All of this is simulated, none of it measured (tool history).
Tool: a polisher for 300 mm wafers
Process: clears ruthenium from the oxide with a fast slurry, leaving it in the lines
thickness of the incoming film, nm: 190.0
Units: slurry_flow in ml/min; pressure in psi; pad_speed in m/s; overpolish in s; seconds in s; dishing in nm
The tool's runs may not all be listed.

Run 1, hour 0.0: slurry_flow 305 ml/min, pressure 3.4 psi, pad_speed 1.08 m/s, slurry_solids 1.0, overpolish 23 s. Result: seconds 42.290 s, dishing 68.646 nm.
Run 2, hour 8.9: slurry_flow 305 ml/min, pressure 3.1 psi, pad_speed 1.08 m/s, slurry_solids 1.0, overpolish 20 s. Result: seconds 45.593 s, dishing 59.614 nm.
Run 3, hour 17.3: slurry_flow 305 ml/min, pressure 3.1 psi, pad_speed 1.08 m/s, slurry_solids 0.8, overpolish 20 s. Result: seconds 53.179 s, dishing 50.753 nm.
Run 4, hour 21.7: slurry_flow 305 ml/min, pressure 3.1 psi, pad_speed 0.86 m/s, slurry_solids 0.8, overpolish 20 s. Result: seconds 65.966 s, dishing 43.251 nm.
Run 5, hour 28.6: slurry_flow 305 ml/min, pressure 3.1 psi, pad_speed 0.86 m/s, slurry_solids 0.6, overpolish 20 s. Result: seconds 91.929 s, dishing 32.796 nm.
Run 6, hour 31.4: slurry_flow 305 ml/min, pressure 3.5 psi, pad_speed 0.86 m/s, slurry_solids 0.6, overpolish 19 s. Result: seconds 80.640 s, dishing 34.507 nm.
Run 7, hour 34.4: slurry_flow 305 ml/min, pressure 3.8 psi, pad_speed 0.86 m/s, slurry_solids 0.6, overpolish 18 s. Result: seconds 75.094 s, dishing 34.704 nm.

Run 8 comes next. What will it give?
Run 8, hour 35.7: slurry_flow 305 ml/min, pressure 4.0 psi, pad_speed 0.86 m/s, slurry_solids 0.6, overpolish 17 s. Result: seconds ?, dishing ?.

{"run 8": {"seconds": 72.371, "dishing": 35.332}}

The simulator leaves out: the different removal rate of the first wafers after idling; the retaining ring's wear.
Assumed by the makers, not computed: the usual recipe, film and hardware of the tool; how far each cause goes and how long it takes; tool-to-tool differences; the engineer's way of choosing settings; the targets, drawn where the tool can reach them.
